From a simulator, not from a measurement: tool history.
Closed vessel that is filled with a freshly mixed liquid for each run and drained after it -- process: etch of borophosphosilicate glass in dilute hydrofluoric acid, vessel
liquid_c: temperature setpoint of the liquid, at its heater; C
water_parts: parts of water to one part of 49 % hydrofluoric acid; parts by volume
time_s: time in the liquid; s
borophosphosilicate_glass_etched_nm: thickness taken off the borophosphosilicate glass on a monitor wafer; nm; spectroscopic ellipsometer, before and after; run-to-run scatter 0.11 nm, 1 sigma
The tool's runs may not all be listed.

run	hour	liquid_c	water_parts	time_s	borophosphosilicate_glass_etched_nm
1	0	22	195	115	28.969
2	4.7	19	195	115	25.768
3	13.4	17.5	195	115	24.223
4	14.4	17.5	195	115	24.244
5	22.1	19.5	195	115	26.188
6	27.3	21.5	195	115	28.329
7	30.2	23	195	115	29.909
8	32.5	24	195	115	31.121
9	37.9	25	195	115	32.343

Run 10 is up next; what results do you expect?
10	40.9	25.5	195	115	?

Run 10 produced borophosphosilicate_glass_etched_nm 32.839 nm.
